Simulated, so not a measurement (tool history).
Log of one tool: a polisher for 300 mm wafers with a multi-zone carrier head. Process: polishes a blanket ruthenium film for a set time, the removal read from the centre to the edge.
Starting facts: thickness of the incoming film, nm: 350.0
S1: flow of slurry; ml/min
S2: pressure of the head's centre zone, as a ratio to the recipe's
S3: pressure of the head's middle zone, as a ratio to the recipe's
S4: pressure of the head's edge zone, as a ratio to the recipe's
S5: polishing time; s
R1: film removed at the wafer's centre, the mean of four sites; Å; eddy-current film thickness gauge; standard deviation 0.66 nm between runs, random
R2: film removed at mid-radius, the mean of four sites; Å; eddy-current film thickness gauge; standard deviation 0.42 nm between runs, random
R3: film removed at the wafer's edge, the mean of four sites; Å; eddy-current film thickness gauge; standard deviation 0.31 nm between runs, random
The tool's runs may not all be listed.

{"run": 1, "hour": 0.0, "S1": 220, "S2": 1, "S3": 1, "S4": 1, "S5": 45, "R1": 352.16, "R2": 366.1, "R3": 373.73}
{"run": 2, "hour": 0.7, "S1": 235, "S2": 1.04, "S3": 1.05, "S4": 1.03, "S5": 48, "R1": 391.36, "R2": 408.19, "R3": 403.11}
{"run": 3, "hour": 2.6, "S1": 205, "S2": 1.04, "S3": 1.05, "S4": 1.03, "S5": 48, "R1": 381.16, "R2": 400.96, "R3": 391.75}
{"run": 4, "hour": 9.2, "S1": 230, "S2": 1.07, "S3": 1.08, "S4": 1.05, "S5": 50, "R1": 423.25, "R2": 438.83, "R3": 420.24}
{"run": 5, "hour": 10.6, "S1": 230, "S2": 1.07, "S3": 1.08, "S4": 1.02, "S5": 50, "R1": 426.9, "R2": 427.78, "R3": 419.76}
{"run": 6, "hour": 18.8, "S1": 230, "S2": 1.07, "S3": 1.13, "S4": 1.02, "S5": 50, "R1": 413.15, "R2": 451.84, "R3": 417.06}
{"run": 7, "hour": 25.7, "S1": 250, "S2": 1.09, "S3": 1.14, "S4": 1.05, "S5": 51, "R1": 450.89, "R2": 473.23, "R3": 431.61}

Predict the results of run 8:
{"hour": 26.3, "done": "worn pad replaced by a new one"}
{"run": 8, "hour": 26.3, "S1": 260, "S2": 1.09, "S3": 1.14, "S4": 1.07, "S5": 52, "R1": "?", "R2": "?", "R3": "?"}

Run 8 gave R1 469.95 Å, R2 499.82 Å, R3 472.1 Å.

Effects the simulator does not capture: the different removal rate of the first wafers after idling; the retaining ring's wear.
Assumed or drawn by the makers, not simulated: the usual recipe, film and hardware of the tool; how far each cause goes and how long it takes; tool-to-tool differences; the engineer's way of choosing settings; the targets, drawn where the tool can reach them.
